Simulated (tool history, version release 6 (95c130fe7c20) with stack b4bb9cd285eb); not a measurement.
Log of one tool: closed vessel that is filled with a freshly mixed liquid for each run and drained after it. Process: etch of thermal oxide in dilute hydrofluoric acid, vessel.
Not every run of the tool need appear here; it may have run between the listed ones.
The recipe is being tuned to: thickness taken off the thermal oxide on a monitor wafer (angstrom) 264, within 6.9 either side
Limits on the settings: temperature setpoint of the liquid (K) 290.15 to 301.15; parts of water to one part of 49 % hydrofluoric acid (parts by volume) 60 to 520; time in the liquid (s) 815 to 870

run	hour	temperature setpoint of the liquid (K)	parts of water to one part of 49 % hydrofluoric acid (parts by volume)	time in the liquid (s)	thickness taken off the thermal oxide on a monitor wafer (angstrom)
1	0	293.15	290	815	88.574
2	4.3	293.15	240	815	112.12
3	10.4	295.15	200	815	149.65
4	18.3	295.15	300	815	90.179
5	20.1	296.65	245	815	125.9
6	22.6	298.15	210	815	160.19
7	26.6	299.15	185	815	193.42
8	35.4	299.65	170	815	219.65
9	43.5	300.15	165	815	231.65
10	46.1	301.15	140	815	290.64
11	47.8	300.65	140	815	288.28
12	52.9	300.15	140	815	279.23
13	54.9	299.65	140	815	275.33
# hour 56.3: hydrofluoric acid flow meter replaced
14	56.3	299.15	140	815	295.08
15	59.5	298.65	145	815	283.3

Which one of the following 4 next-run settings gets every result inside its allowed miss? There is exactly one.
A	62.7	299.65	165	815	?
B	62.7	301.15	165	825	?
C	62.7	301.15	150	870	?
D	62.7	299.15	140	870	?

move	thickness taken off the thermal oxide on a monitor wafer (angstrom)
A	249.59
B	266.9
C	315.41
D	317.59
A: takes the result that was furthest off past its target
B: every result lands within tolerance
C: moves away from the targets compared with the last run
D: moves away from the targets compared with the last run
So the answer is move B, the one that meets all the targets.

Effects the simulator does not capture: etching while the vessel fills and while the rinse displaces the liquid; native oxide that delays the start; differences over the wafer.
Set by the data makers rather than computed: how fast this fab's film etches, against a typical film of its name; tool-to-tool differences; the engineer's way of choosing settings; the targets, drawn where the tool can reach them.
